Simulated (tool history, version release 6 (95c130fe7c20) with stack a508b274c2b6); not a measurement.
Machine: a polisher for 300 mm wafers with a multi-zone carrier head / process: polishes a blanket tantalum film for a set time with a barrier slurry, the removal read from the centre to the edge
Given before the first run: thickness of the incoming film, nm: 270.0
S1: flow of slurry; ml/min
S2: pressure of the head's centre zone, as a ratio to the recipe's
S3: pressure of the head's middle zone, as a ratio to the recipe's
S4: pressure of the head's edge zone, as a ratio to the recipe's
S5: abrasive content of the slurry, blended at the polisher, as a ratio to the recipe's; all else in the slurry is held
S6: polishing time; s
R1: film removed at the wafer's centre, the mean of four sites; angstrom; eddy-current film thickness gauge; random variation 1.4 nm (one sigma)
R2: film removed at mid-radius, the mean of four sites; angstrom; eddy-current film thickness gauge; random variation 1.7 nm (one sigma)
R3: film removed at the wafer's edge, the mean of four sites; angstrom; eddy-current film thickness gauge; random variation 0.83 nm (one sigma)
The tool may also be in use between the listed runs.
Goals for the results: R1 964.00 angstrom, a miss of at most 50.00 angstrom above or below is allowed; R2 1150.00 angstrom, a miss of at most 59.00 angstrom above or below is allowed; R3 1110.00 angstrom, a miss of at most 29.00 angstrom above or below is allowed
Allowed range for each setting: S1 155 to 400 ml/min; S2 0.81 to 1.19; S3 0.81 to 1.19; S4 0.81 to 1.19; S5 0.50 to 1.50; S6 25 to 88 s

{"run": 1, "hour": 0.0, "S1": 255, "S2": 1.0, "S3": 1.0, "S4": 1.0, "S5": 1.0, "S6": 56, "R1": 886.24, "R2": 847.89, "R3": 858.91}
{"run": 2, "hour": 8.9, "S1": 255, "S2": 1.0, "S3": 1.0, "S4": 1.0, "S5": 1.0, "S6": 45, "R1": 705.45, "R2": 704.12, "R3": 688.07}
{"run": 3, "hour": 13.4, "S1": 255, "S2": 1.0, "S3": 1.0, "S4": 1.0, "S5": 0.85, "S6": 45, "R1": 685.64, "R2": 657.81, "R3": 658.91}
{"run": 4, "hour": 14.1, "S1": 255, "S2": 0.99, "S3": 1.01, "S4": 1.02, "S5": 0.95, "S6": 47, "R1": 719.43, "R2": 721.96, "R3": 711.97}
{"run": 5, "hour": 15.2, "S1": 255, "S2": 0.91, "S3": 1.01, "S4": 1.02, "S5": 0.95, "S6": 47, "R1": 681.13, "R2": 716.22, "R3": 709.58}
{"run": 6, "hour": 18.5, "S1": 255, "S2": 0.91, "S3": 1.01, "S4": 0.96, "S5": 0.95, "S6": 47, "R1": 664.37, "R2": 710.36, "R3": 688.75}
{"run": 7, "hour": 23.1, "S1": 270, "S2": 0.82, "S3": 1.09, "S4": 1.06, "S5": 1.2, "S6": 63, "R1": 872.67, "R2": 1084.1, "R3": 1040.3}
{"run": 8, "hour": 25.0, "S1": 275, "S2": 0.83, "S3": 1.09, "S4": 1.07, "S5": 1.2, "S6": 63, "R1": 872.67, "R2": 1067.3, "R3": 1028.4}

Pick the move, out of 4, that brings all results within their allowed miss; only one does.
{"run": "A", "hour": 26.9, "S1": 250, "S2": 0.81, "S3": 0.98, "S4": 1.08, "S5": 1.1, "S6": 67, "R1": "?", "R2": "?", "R3": "?"}
{"run": "B", "hour": 26.9, "S1": 235, "S2": 0.86, "S3": 1.11, "S4": 1.09, "S5": 1.2, "S6": 68, "R1": "?", "R2": "?", "R3": "?"}
{"run": "C", "hour": 26.9, "S1": 330, "S2": 0.99, "S3": 1.19, "S4": 0.88, "S5": 1.0, "S6": 61, "R1": "?", "R2": "?", "R3": "?"}
{"run": "D", "hour": 26.9, "S1": 290, "S2": 0.89, "S3": 1.06, "S4": 1.06, "S5": 1.2, "S6": 60, "R1": "?", "R2": "?", "R3": "?"}

move=A R1=897.21 R2=1040.80 R3=1076.00
move=B R1=981.25 R2=1166.20 R3=1111.70
move=C R1=1003.90 R2=1083.00 R3=900.43
move=D R1=914.15 R2=1014.80 R3=984.02
A: better than the last run, though not everything is in spec
B: every result lands within tolerance
C: further off than the last run
D: further off than the last run
B is the move that brings every result within its allowed miss.
